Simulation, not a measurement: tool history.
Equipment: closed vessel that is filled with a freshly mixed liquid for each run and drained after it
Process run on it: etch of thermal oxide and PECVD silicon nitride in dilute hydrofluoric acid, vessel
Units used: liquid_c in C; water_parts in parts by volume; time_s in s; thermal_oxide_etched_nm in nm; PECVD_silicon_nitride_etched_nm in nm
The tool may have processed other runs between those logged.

run  hour  liquid_c  water_parts  time_s  thermal_oxide_etched_nm  PECVD_silicon_nitride_etched_nm
  1   0.0        22          125     195                   7.0742                          2.89880
  2   2.9        22          125     230                   8.3988                          3.44750
  3   5.2        22           90     230                  11.8320                          4.76910
  4  13.2        21          120     210                   7.7286                          3.05080
  5  15.6        19          120     210                   7.1194                          2.68010
  6  17.7        19          120     145                   4.8330                          1.83310
  7  20.5        17          170     135                   2.8386                          1.08330

Run 8 comes next. What will it give?
  8  22.8        17          220     125                        ?                                ?

{"run 8": {"thermal_oxide_etched_nm": 1.9306, "PECVD_silicon_nitride_etched_nm": 0.77127}}
